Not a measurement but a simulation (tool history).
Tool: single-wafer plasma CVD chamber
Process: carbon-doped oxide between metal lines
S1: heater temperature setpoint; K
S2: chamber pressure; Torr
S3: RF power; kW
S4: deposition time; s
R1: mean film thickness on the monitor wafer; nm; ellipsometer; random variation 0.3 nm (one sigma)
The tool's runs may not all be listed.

run	hour	S1	S2	S3	S4	R1
1	0	608.15	6.27	0.465	19.8	97.018
2	3.1	613.15	6.07	0.465	19.8	95.418
3	11.1	613.15	6.07	0.505	19.8	102.3
4	12.5	616.15	5.81	0.49	19.8	99.131
5	21.1	616.15	5.81	0.515	19.8	103.03
6	30.1	618.15	5.7	0.495	19.8	99.243
7	35.8	630.15	4.66	0.45	19.7	85.53
8	43.6	627.15	4.78	0.45	19.7	86.849

Run 9 comes next. What will it give?
9	45.6	625.15	4.86	0.45	19.7	?

Run 9 gave R1 87.255 nm.

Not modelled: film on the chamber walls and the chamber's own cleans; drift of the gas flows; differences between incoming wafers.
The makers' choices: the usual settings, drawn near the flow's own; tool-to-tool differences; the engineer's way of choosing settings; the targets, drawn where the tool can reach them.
